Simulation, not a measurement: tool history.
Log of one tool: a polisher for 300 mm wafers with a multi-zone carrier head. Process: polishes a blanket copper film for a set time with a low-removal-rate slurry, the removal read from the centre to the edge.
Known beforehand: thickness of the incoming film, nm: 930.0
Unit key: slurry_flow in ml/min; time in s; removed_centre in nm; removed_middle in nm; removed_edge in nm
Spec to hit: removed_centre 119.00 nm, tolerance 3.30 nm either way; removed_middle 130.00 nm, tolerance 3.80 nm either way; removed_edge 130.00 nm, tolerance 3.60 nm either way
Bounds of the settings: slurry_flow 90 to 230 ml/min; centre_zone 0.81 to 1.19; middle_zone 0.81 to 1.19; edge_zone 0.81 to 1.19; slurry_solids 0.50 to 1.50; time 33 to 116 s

Run 1, hour 0.0: slurry_flow 150 ml/min, centre_zone 1.00, middle_zone 1.00, edge_zone 1.00, slurry_solids 1.00, time 74 s. Result: removed_centre 154.72 nm, removed_middle 155.52 nm, removed_edge 162.17 nm.
Run 2, hour 0.7: slurry_flow 140 ml/min, centre_zone 0.97, middle_zone 0.99, edge_zone 0.96, slurry_solids 0.90, time 74 s. Result: removed_centre 145.57 nm, removed_middle 150.57 nm, removed_edge 155.02 nm.
Run 3, hour 1.5: slurry_flow 140 ml/min, centre_zone 1.03, middle_zone 0.99, edge_zone 0.96, slurry_solids 0.90, time 74 s. Result: removed_centre 153.71 nm, removed_middle 147.91 nm, removed_edge 154.45 nm.
Run 4, hour 7.9: slurry_flow 170 ml/min, centre_zone 1.03, middle_zone 0.99, edge_zone 0.96, slurry_solids 0.90, time 74 s. Result: removed_centre 161.81 nm, removed_middle 153.42 nm, removed_edge 160.21 nm.
Run 5, hour 13.4: slurry_flow 170 ml/min, centre_zone 1.03, middle_zone 0.99, edge_zone 0.96, slurry_solids 1.05, time 74 s. Result: removed_centre 167.80 nm, removed_middle 160.39 nm, removed_edge 167.47 nm.
Run 6, hour 20.6: slurry_flow 140 ml/min, centre_zone 1.03, middle_zone 0.99, edge_zone 0.96, slurry_solids 1.05, time 74 s. Result: removed_centre 159.27 nm, removed_middle 152.40 nm, removed_edge 159.80 nm.
Run 7, hour 27.9: slurry_flow 130 ml/min, centre_zone 1.00, middle_zone 0.98, edge_zone 0.94, slurry_solids 0.95, time 74 s. Result: removed_centre 151.72 nm, removed_middle 144.67 nm, removed_edge 156.18 nm.
Run 8, hour 36.3: slurry_flow 125 ml/min, centre_zone 0.98, middle_zone 0.99, edge_zone 0.93, slurry_solids 0.85, time 73 s. Result: removed_centre 140.25 nm, removed_middle 142.36 nm, removed_edge 147.03 nm.
Run 9, hour 38.2: slurry_flow 125 ml/min, centre_zone 0.98, middle_zone 0.99, edge_zone 0.93, slurry_solids 0.85, time 73 s. Result: removed_centre 140.94 nm, removed_middle 140.94 nm, removed_edge 146.01 nm.
Run 10, hour 46.1: slurry_flow 120 ml/min, centre_zone 0.96, middle_zone 0.99, edge_zone 0.91, slurry_solids 0.80, time 73 s. Result: removed_centre 134.73 nm, removed_middle 138.65 nm, removed_edge 143.07 nm.
Run 11, hour 53.4: slurry_flow 115 ml/min, centre_zone 0.95, middle_zone 0.99, edge_zone 0.89, slurry_solids 0.75, time 73 s. Result: removed_centre 129.06 nm, removed_middle 134.16 nm, removed_edge 138.69 nm.
Run 12, hour 60.5: slurry_flow 110 ml/min, centre_zone 0.94, middle_zone 1.00, edge_zone 0.87, slurry_solids 0.75, time 73 s. Result: removed_centre 125.22 nm, removed_middle 136.57 nm, removed_edge 137.08 nm.
Run 13, hour 63.0: slurry_flow 110 ml/min, centre_zone 0.94, middle_zone 1.00, edge_zone 0.87, slurry_solids 0.75, time 73 s. Result: removed_centre 125.57 nm, removed_middle 134.99 nm, removed_edge 136.66 nm.
Run 14, hour 63.9: slurry_flow 105 ml/min, centre_zone 0.94, middle_zone 1.00, edge_zone 0.86, slurry_solids 0.75, time 73 s. Result: removed_centre 125.64 nm, removed_middle 132.73 nm, removed_edge 133.77 nm.
Run 15, hour 66.7: slurry_flow 90 ml/min, centre_zone 0.90, middle_zone 1.00, edge_zone 0.84, slurry_solids 0.75, time 73 s. Result: removed_centre 114.45 nm, removed_middle 127.50 nm, removed_edge 128.88 nm.

Pick the move, out of 5, that brings all results within their allowed miss; only one does.
Run A, hour 69.5: slurry_flow 90 ml/min, centre_zone 0.97, middle_zone 0.98, edge_zone 0.84, slurry_solids 0.85, time 69 s. Result: removed_centre ?, removed_middle ?, removed_edge ?.
Run B, hour 69.5: slurry_flow 90 ml/min, centre_zone 0.93, middle_zone 0.95, edge_zone 0.86, slurry_solids 0.75, time 73 s. Result: removed_centre ?, removed_middle ?, removed_edge ?.
Run C, hour 69.5: slurry_flow 90 ml/min, centre_zone 0.86, middle_zone 0.98, edge_zone 0.85, slurry_solids 0.50, time 81 s. Result: removed_centre ?, removed_middle ?, removed_edge ?.
Run D, hour 69.5: slurry_flow 100 ml/min, centre_zone 0.97, middle_zone 1.01, edge_zone 0.82, slurry_solids 0.75, time 73 s. Result: removed_centre ?, removed_middle ?, removed_edge ?.
Run E, hour 69.5: slurry_flow 140 ml/min, centre_zone 0.88, middle_zone 0.96, edge_zone 0.81, slurry_solids 0.85, time 68 s. Result: removed_centre ?, removed_middle ?, removed_edge ?.

move  removed_centre  removed_middle  removed_edge
   A          120.89          123.63        127.03
   B          118.71          123.46        131.61
   C          109.50          126.50        130.59
   D          127.40          133.12        130.87
   E          119.81          131.17        131.22
A: corrects the largest miss of the last run, while another result sits out of spec
B: corrects the largest miss of the last run, while another result sits out of spec
C: the biggest miss grows against the last run
D: takes the result that was furthest off past its target
E: all results in spec
Answer: E

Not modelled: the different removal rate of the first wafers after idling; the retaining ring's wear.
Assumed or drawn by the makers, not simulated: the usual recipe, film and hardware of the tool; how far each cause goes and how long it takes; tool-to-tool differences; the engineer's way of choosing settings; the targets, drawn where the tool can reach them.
